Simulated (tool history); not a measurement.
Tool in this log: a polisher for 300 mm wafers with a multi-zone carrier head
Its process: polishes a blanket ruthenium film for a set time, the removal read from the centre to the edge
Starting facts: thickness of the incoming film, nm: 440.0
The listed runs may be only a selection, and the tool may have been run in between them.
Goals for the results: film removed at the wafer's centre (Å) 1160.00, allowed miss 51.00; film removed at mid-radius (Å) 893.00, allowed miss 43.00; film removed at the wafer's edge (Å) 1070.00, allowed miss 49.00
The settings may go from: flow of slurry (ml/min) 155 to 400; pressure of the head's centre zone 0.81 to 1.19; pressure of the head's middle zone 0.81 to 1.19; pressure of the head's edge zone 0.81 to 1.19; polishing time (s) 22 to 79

| run | hour | flow of slurry (ml/min) | pressure of the head's centre zone | pressure of the head's middle zone | pressure of the head's edge zone | polishing time (s) | film removed at the wafer's centre (Å) | film removed at mid-radius (Å) | film removed at the wafer's edge (Å) |
|---|---|---|---|---|---|---|---|---|---|
| 1 | 0.0 | 255 | 1.00 | 1.00 | 1.00 | 50 | 789.72 | 790.11 | 774.85 |
| 2 | 3.6 | 255 | 1.00 | 1.00 | 0.93 | 50 | 787.86 | 797.39 | 764.77 |
| 3 | 4.8 | 255 | 1.00 | 1.00 | 0.87 | 50 | 772.50 | 793.76 | 738.74 |
| 4 | 8.1 | 255 | 1.00 | 1.00 | 0.87 | 61 | 962.21 | 969.49 | 902.19 |
| 5 | 12.8 | 255 | 1.01 | 0.97 | 0.90 | 62 | 980.24 | 957.95 | 947.52 |
| 6 | 13.5 | 300 | 1.01 | 0.97 | 0.90 | 62 | 1021.20 | 1003.20 | 937.58 |
| 7 | 20.6 | 290 | 1.03 | 0.95 | 0.92 | 63 | 1022.50 | 972.68 | 963.35 |
| 8 | 23.0 | 315 | 1.13 | 0.85 | 0.99 | 67 | 1223.20 | 946.92 | 1079.40 |
| 9 | 28.1 | 310 | 1.13 | 0.84 | 0.99 | 67 | 1208.40 | 930.43 | 1083.20 |

Of the 5 settings listed for the next run, only one would bring every result within its allowed miss of target. Which one?
| A | 33.2 | 265 | 1.19 | 0.84 | 0.95 | 69 | ? | ? | ? |
| B | 33.2 | 300 | 1.17 | 0.86 | 0.99 | 70 | ? | ? | ? |
| C | 33.2 | 315 | 1.12 | 0.91 | 1.00 | 68 | ? | ? | ? |
| D | 33.2 | 315 | 1.18 | 0.81 | 0.99 | 67 | ? | ? | ? |
| E | 33.2 | 270 | 1.08 | 0.81 | 0.96 | 68 | ? | ? | ? |

| move | film removed at the wafer's centre (Å) | film removed at mid-radius (Å) | film removed at the wafer's edge (Å) |
|---|---|---|---|
| A | 1292.90 | 932.10 | 1063.50 |
| B | 1309.50 | 977.55 | 1111.60 |
| C | 1224.40 | 1000.20 | 1088.50 |
| D | 1270.60 | 895.22 | 1068.70 |
| E | 1158.20 | 894.18 | 1055.50 |
A: its largest miss is bigger than the last run's
B: its largest miss is bigger than the last run's
C: its largest miss is bigger than the last run's
D: its largest miss is bigger than the last run's
E: meets every target
Correct choice: E, which meets every target
